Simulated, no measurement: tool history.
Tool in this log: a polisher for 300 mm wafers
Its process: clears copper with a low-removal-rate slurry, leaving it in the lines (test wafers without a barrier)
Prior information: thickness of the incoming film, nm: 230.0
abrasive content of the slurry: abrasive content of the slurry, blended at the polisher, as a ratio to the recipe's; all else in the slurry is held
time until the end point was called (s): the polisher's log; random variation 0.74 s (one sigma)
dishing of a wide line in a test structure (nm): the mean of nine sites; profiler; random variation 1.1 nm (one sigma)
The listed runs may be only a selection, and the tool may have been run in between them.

run,day,flow of slurry (ml/min),pressure of the wafer on the pad (psi),speed of the pad under the wafer (cm/s),abrasive content of the slurry,overpolish time after the end point (s),time until the end point was called (s),dishing of a wide line in a test structure (nm)
1,0.000,270,2.3,116,1.0,17,87.221,31.189
2,0.129,270,2.3,116,0.8,17,91.770,29.582
3,0.417,270,2.3,116,0.8,18,88.678,30.677
4,0.612,270,2.3,116,0.8,19,89.196,32.790
5,0.688,270,2.3,116,0.8,20,90.350,33.144
6,0.954,300,2.3,116,0.8,20,89.341,35.134
7,1.308,310,2.5,116,0.8,22,82.947,40.647

Predict the results of run 8:
8,1.688,310,2.6,116,0.8,24,?,?

time until the end point was called (s): 79.759
dishing of a wide line in a test structure (nm): 45.393

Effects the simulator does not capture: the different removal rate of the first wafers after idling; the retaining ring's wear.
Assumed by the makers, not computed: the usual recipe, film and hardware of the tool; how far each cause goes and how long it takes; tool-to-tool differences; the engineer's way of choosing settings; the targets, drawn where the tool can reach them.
